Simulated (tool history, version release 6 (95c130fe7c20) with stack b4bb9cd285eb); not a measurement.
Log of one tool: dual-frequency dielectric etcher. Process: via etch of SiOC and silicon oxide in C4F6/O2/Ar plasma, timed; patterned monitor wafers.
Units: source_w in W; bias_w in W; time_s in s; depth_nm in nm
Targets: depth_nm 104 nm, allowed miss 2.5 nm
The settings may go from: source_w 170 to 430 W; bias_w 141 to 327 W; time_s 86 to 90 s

run,hour,source_w,bias_w,time_s,depth_nm
1,0,300,234,86,82.893
2,5.7,250,234,86,73.371
3,12.9,270,236,86,77.313
4,17.3,290,238,86,82.055
5,18.5,300,239,86,84.714
6,23.6,340,239,86,89.198
7,30.3,340,239,86,89.258
8,34.2,350,240,86,92.514
9,41.8,350,240,86,92.06
10,49.7,360,241,86,93.821
11,52.2,370,242,86,95.013
12,58.5,380,243,86,95.396
13,66.5,390,245,86,98.407
14,70,390,246,86,99.129

5 next moves are on the table. One of them brings every result within its allowed miss. Which?
A,73.5,350,277,89,?
B,73.5,390,232,89.5,?
C,73.5,360,255,86,?
D,73.5,410,243,89.5,?
E,73.5,360,242,87,?

move,depth_nm
A,99.308
B,99.972
C,94.828
D,104.2
E,94.303
A: as far off as the last run
B: nearer than the last run, and not there yet
C: further off than the last run
D: meets every target
E: further off than the last run
The right move is D.

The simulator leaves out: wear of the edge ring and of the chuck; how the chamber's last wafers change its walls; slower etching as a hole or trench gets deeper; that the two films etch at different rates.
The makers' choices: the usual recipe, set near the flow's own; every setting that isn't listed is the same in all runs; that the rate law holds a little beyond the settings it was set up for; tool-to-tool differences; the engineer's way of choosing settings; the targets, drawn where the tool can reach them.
